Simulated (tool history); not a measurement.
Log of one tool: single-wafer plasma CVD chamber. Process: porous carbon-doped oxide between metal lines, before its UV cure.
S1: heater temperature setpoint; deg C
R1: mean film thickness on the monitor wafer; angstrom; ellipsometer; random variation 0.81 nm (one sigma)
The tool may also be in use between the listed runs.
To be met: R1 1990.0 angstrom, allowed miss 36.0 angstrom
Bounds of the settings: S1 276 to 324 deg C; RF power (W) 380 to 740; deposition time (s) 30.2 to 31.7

{"run": 1, "hour": 0.0, "S1": 300, "RF power (W)": 560, "deposition time (s)": 31.7, "R1": 1774.4}
{"run": 2, "hour": 2.6, "S1": 300, "RF power (W)": 585, "deposition time (s)": 31.7, "R1": 1795.7}
{"run": 3, "hour": 5.0, "S1": 300, "RF power (W)": 545, "deposition time (s)": 31.7, "R1": 1756.6}
{"run": 4, "hour": 7.4, "S1": 300, "RF power (W)": 600, "deposition time (s)": 31.7, "R1": 1820.3}
{"run": 5, "hour": 15.3, "S1": 294, "RF power (W)": 600, "deposition time (s)": 31.7, "R1": 1899.2}
{"run": 6, "hour": 19.4, "S1": 293, "RF power (W)": 600, "deposition time (s)": 31.7, "R1": 1915.1}
{"run": 7, "hour": 26.4, "S1": 292, "RF power (W)": 600, "deposition time (s)": 31.7, "R1": 1935.0}
{"run": 8, "hour": 34.0, "S1": 290, "RF power (W)": 600, "deposition time (s)": 31.7, "R1": 1959.9}

Which of these 5 next moves meets every target?
{"run": "A", "hour": 41.6, "S1": 289, "RF power (W)": 635, "deposition time (s)": 31.4, "R1": "?"}
{"run": "B", "hour": 41.6, "S1": 282, "RF power (W)": 540, "deposition time (s)": 31.0, "R1": "?"}
{"run": "C", "hour": 41.6, "S1": 289, "RF power (W)": 625, "deposition time (s)": 30.2, "R1": "?"}
{"run": "D", "hour": 41.6, "S1": 292, "RF power (W)": 640, "deposition time (s)": 30.5, "R1": "?"}
{"run": "E", "hour": 41.6, "S1": 292, "RF power (W)": 605, "deposition time (s)": 31.4, "R1": "?"}

move=A R1=1984.6
move=B R1=1931.2
move=C R1=1898.5
move=D R1=1895.8
move=E R1=1905.7
A: meets every target
B: further off than the last run
C: further off than the last run
D: further off than the last run
E: further off than the last run
The right move is A.
